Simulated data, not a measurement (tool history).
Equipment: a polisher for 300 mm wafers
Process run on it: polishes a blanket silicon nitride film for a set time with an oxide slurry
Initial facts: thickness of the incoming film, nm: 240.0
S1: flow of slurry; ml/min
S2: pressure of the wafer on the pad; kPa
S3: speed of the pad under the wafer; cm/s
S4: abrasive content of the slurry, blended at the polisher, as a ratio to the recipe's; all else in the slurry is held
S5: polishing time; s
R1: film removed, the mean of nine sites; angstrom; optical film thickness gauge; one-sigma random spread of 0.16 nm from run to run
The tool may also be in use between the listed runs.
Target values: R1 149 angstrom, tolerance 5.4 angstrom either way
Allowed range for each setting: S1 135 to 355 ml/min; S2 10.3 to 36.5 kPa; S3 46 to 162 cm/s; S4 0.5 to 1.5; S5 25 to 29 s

run 1 hour=0 | S1=225 S2=23.4 S3=104 S4=1 S5=29 | R1=204.98
run 2 hour=5 | S1=225 S2=28.3 S3=104 S4=1 S5=29 | R1=243.93
run 3 hour=9.6 | S1=225 S2=24.1 S3=102 S4=1 S5=29 | R1=208.26
run 4 hour=12 | S1=225 S2=24.1 S3=102 S4=0.8 S5=29 | R1=187.24
run 5 hour=19.9 | S1=225 S2=24.1 S3=102 S4=0.8 S5=29 | R1=185.98
run 6 hour=25.8 | S1=225 S2=22.1 S3=102 S4=0.8 S5=29 | R1=169.94
run 7 hour=32.4 | S1=225 S2=21.4 S3=102 S4=0.8 S5=29 | R1=167.74
run 8 hour=37.5 | S1=225 S2=20.7 S3=102 S4=0.8 S5=29 | R1=162.81

Exactly one of the 4 candidate moves below puts every result within its allowed miss. Which one?
run A hour=42.6 | S1=255 S2=20 S3=78 S4=0.85 S5=27 | R1=?
run B hour=42.6 | S1=280 S2=20 S3=110 S4=0.85 S5=25 | R1=?
run C hour=42.6 | S1=150 S2=26.2 S3=76 S4=0.6 S5=29 | R1=?
run D hour=42.6 | S1=180 S2=25.5 S3=92 S4=0.8 S5=27 | R1=?

move=A R1=133.5
move=B R1=149.57
move=C R1=134.46
move=D R1=165.62
A: takes the result that was furthest off past its target
B: all results land within tolerance of their targets
C: takes the result that was furthest off past its target
D: its largest miss is bigger than the last run's
Move B is the one to make.
